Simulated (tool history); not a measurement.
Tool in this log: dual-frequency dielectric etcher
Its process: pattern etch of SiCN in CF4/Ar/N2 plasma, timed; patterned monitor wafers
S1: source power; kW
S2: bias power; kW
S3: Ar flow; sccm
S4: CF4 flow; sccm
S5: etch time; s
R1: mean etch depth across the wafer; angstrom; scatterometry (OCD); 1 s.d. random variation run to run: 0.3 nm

| run | day | S1 | S2 | S3 | S4 | S5 | R1 |
|---|---|---|---|---|---|---|---|
| 1 | 0 | 0.33 | 0.062 | 114 | 81 | 78 | 447.72 |
| 2 | 0.338 | 0.34 | 0.062 | 114 | 81 | 78 | 456.64 |
| 3 | 0.504 | 0.34 | 0.053 | 114 | 81 | 78 | 426.59 |
| 4 | 0.846 | 0.34 | 0.053 | 133 | 81 | 78 | 417.11 |
| 5 | 1.05 | 0.31 | 0.053 | 133 | 81 | 78 | 392.81 |
| 6 | 1.35 | 0.26 | 0.053 | 133 | 81 | 78 | 352.09 |
| 7 | 1.462 | 0.29 | 0.054 | 133 | 81 | 78 | 380.89 |
| 8 | 1.779 | 0.31 | 0.054 | 133 | 81 | 78 | 393.24 |
| 9 | 2.125 | 0.33 | 0.054 | 133 | 81 | 78 | 412.33 |
| 10 | 2.342 | 0.39 | 0.056 | 132 | 81 | 78 | 466.45 |
| 11 | 2.479 | 0.4 | 0.056 | 132 | 81 | 78 | 476 |

Run 12 is up next; what results do you expect?
| 12 | 2.529 | 0.41 | 0.056 | 132 | 81 | 78 | ? |

{"run 12": {"R1": 487.48}}
